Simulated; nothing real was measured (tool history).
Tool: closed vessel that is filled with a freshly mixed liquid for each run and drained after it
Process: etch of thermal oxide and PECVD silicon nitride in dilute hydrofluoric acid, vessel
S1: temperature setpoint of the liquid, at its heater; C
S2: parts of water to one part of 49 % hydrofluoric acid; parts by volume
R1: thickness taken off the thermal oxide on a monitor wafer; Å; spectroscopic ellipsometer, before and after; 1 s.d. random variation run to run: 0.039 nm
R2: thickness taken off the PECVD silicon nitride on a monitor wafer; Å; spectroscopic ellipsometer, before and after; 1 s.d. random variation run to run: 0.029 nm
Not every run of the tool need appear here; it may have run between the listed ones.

Run 1, hour 0: S1 21 C, S2 170 parts by volume, time in the liquid (s) 380. Result: R1 86.17 Å, R2 70.841 Å.
Run 2, hour 7.4: S1 18 C, S2 170 parts by volume, time in the liquid (s) 380. Result: R1 77.258 Å, R2 57.676 Å.
Run 3, hour 11.5: S1 18.5 C, S2 185 parts by volume, time in the liquid (s) 385. Result: R1 71.484 Å, R2 55.428 Å.
Run 4, hour 14.9: S1 18.5 C, S2 235 parts by volume, time in the liquid (s) 385. Result: R1 54.268 Å, R2 43.988 Å.
Run 5, hour 19.8: S1 18.5 C, S2 235 parts by volume, time in the liquid (s) 255. Result: R1 34.625 Å, R2 29.176 Å.
Run 6, hour 21: S1 18.5 C, S2 235 parts by volume, time in the liquid (s) 380. Result: R1 53.152 Å, R2 43.637 Å.
Run 7, hour 27.2: S1 18.5 C, S2 235 parts by volume, time in the liquid (s) 380. Result: R1 53.189 Å, R2 43.242 Å.

Run 8 has not been measured yet. What should we expect?
Run 8, hour 33.4: S1 22 C, S2 305 parts by volume, time in the liquid (s) 425. Result: R1 ?, R2 ?.

{"run 8": {"R1": 48.87, "R2": 47.289}}

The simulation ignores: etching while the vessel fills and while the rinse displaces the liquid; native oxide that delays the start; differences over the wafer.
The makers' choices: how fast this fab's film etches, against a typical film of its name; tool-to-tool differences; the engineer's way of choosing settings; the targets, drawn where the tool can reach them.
